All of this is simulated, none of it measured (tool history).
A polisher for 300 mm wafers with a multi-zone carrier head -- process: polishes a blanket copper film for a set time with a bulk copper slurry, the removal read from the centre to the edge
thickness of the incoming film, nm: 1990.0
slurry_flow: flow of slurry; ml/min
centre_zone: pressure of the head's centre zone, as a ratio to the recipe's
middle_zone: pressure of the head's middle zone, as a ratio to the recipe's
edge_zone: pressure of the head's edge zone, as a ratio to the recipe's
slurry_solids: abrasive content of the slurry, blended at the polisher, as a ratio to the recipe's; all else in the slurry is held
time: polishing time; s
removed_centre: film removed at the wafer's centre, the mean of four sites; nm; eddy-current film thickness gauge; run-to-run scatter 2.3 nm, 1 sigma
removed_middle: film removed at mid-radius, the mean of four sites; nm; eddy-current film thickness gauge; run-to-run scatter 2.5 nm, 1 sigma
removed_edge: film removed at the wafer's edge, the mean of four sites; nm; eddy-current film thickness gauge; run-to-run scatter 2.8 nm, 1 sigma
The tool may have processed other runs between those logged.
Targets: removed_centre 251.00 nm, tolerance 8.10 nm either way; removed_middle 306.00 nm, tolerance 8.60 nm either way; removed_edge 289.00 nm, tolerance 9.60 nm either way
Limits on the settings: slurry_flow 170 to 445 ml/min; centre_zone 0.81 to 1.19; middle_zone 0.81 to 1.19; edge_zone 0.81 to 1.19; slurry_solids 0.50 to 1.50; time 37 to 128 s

run,hour,slurry_flow,centre_zone,middle_zone,edge_zone,slurry_solids,time,removed_centre,removed_middle,removed_edge
1,0.0,285,1.00,1.00,1.00,1.00,82,424.26,426.84,433.82
2,6.9,280,0.97,1.00,0.98,0.95,79,398.36,406.49,408.28
3,15.9,275,0.95,1.01,0.98,0.90,76,374.39,392.05,389.14
4,17.3,275,0.95,1.01,0.91,0.90,76,375.94,388.14,379.28
5,18.8,270,0.93,1.02,0.92,0.85,73,350.27,370.55,359.48
6,26.0,270,0.93,0.97,0.92,0.85,73,342.69,355.23,354.51
7,28.5,265,0.91,0.98,0.93,0.80,71,328.18,349.93,347.22
8,35.5,260,0.90,0.99,0.93,0.75,70,319.56,346.52,341.81
9,41.9,255,0.89,0.99,0.93,0.70,69,306.18,337.49,336.89
10,44.5,250,0.88,1.00,0.92,0.65,68,294.51,330.42,323.71
11,50.7,245,0.87,1.00,0.91,0.65,67,289.28,323.57,317.15
12,52.2,240,0.86,1.01,0.91,0.65,66,275.62,316.28,309.24
13,54.5,235,0.85,1.02,0.90,0.65,66,275.38,320.00,310.95
14,62.1,230,0.84,1.02,0.89,0.65,66,276.39,317.15,307.50
15,67.8,230,0.84,1.03,0.89,0.65,66,277.74,318.48,307.42
16,72.4,230,0.84,1.03,0.89,0.65,65,271.01,318.21,302.15

Next run, 5 choices. One meets every target within its allowed miss, the rest don't. Which?
A,77.0,220,0.87,1.00,0.85,0.75,63,?,?,?
B,77.0,190,0.83,1.07,0.92,0.85,61,?,?,?
C,77.0,210,0.87,1.13,0.83,0.60,60,?,?,?
D,77.0,170,0.92,0.95,0.88,0.50,67,?,?,?
E,77.0,195,0.89,1.07,0.92,0.65,63,?,?,?

move,removed_centre,removed_middle,removed_edge
A,272.01,303.02,286.74
B,250.15,303.76,286.66
C,250.85,303.04,261.84
D,275.60,284.98,286.86
E,266.87,305.43,287.95
A: about as far from the targets as the last run
B: in spec on every target
C: the worst result of the last run now meets its target, but another is out of spec
D: lands further from the targets than the last run did
E: an improvement on the last run, though not all results are within tolerance
Answer: B

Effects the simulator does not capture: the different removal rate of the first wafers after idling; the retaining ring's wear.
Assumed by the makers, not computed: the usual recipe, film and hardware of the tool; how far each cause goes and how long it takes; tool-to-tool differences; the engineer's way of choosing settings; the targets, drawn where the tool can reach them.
